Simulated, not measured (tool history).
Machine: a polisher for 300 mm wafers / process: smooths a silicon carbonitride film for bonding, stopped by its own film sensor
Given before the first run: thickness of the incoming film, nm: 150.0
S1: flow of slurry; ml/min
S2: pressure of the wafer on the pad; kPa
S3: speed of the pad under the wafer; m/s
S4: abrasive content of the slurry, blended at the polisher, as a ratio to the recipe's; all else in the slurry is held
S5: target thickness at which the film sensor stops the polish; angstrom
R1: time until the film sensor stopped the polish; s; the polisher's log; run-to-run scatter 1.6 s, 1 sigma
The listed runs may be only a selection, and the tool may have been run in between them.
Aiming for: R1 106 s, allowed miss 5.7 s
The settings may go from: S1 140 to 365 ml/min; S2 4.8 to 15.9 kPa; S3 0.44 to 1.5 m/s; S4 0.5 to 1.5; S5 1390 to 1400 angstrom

run	day	S1	S2	S3	S4	S5	R1
1	0	235	10.3	0.96	1	1390	82.759
2	0.292	235	10.3	0.96	1.1	1390	78.771
3	0.383	235	10.3	0.84	1.1	1390	87.567
4	0.446	235	10.3	0.84	1	1390	86.697
5	0.612	235	10.3	1.06	1	1390	77.866
6	0.808	195	10.3	1.06	1	1390	81.584
7	1.167	190	9.7	1.06	1	1390	88.947
8	1.396	185	9.7	1.06	1	1390	86.421

5 candidate next runs follow, results not yet known. Just one meets every target within its allowed miss. Identify it.
A	1.625	170	9.7	1.22	1.05	1400	?
B	1.625	250	8.3	1.5	0.6	1400	?
C	1.625	140	7.6	1.48	0.95	1400	?
D	1.625	160	9.7	1.1	0.9	1400	?
E	1.625	205	6.9	1.24	1	1390	?

move	R1
A	73.405
B	89.402
C	88.942
D	83.778
E	107.47
A: its largest miss is bigger than the last run's
B: nearer than the last run, and not there yet
C: nearer than the last run, and not there yet
D: its largest miss is bigger than the last run's
E: all results land within tolerance of their targets
The right move is E.
